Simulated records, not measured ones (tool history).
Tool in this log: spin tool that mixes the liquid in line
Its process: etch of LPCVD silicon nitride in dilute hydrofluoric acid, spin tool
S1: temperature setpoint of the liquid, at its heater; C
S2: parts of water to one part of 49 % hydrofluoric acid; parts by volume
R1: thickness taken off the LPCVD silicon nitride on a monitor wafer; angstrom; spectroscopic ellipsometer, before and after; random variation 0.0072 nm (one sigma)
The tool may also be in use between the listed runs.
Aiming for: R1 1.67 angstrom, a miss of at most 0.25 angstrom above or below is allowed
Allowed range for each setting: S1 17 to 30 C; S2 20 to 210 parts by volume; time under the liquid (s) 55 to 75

{"run": 1, "day": 0.0, "S1": 22, "S2": 115, "time under the liquid (s)": 75, "R1": 2.9643}
{"run": 2, "day": 0.104, "S1": 24, "S2": 115, "time under the liquid (s)": 75, "R1": 3.4911}
{"run": 3, "day": 0.25, "S1": 24, "S2": 135, "time under the liquid (s)": 75, "R1": 2.6367}
{"run": 4, "day": 0.358, "S1": 24, "S2": 135, "time under the liquid (s)": 75, "R1": 2.5687}
{"run": 5, "day": 0.617, "S1": 24, "S2": 160, "time under the liquid (s)": 75, "R1": 2.409}
{"run": 6, "day": 0.933, "S1": 26, "S2": 160, "time under the liquid (s)": 75, "R1": 2.6669}
{"run": 7, "day": 1.117, "S1": 26, "S2": 160, "time under the liquid (s)": 75, "R1": 2.4728}
{"run": 8, "day": 1.292, "S1": 26, "S2": 165, "time under the liquid (s)": 70, "R1": 2.403}
{"run": 9, "day": 1.367, "S1": 25.5, "S2": 170, "time under the liquid (s)": 70, "R1": 2.2801}
{"run": 10, "day": 1.496, "S1": 25, "S2": 175, "time under the liquid (s)": 70, "R1": 2.0983}
{"run": 11, "day": 1.638, "S1": 25, "S2": 180, "time under the liquid (s)": 70, "R1": 2.0738}
{"run": 12, "day": 1.867, "S1": 25, "S2": 185, "time under the liquid (s)": 70, "R1": 2.1045}

Exercise: of the 4 proposed moves below, exactly one satisfies all targets within the stated allowed misses. Which move is it?
{"run": "A", "day": 2.096, "S1": 25.5, "S2": 135, "time under the liquid (s)": 75, "R1": "?"}
{"run": "B", "day": 2.096, "S1": 29, "S2": 180, "time under the liquid (s)": 75, "R1": "?"}
{"run": "C", "day": 2.096, "S1": 26, "S2": 135, "time under the liquid (s)": 75, "R1": "?"}
{"run": "D", "day": 2.096, "S1": 26.5, "S2": 185, "time under the liquid (s)": 55, "R1": "?"}

move=A R1=3.0472
move=B R1=2.8417
move=C R1=3.1462
move=D R1=1.7381
A: its largest miss is bigger than the last run's
B: its largest miss is bigger than the last run's
C: its largest miss is bigger than the last run's
D: in spec on every target
D is the move that brings every result within its allowed miss.
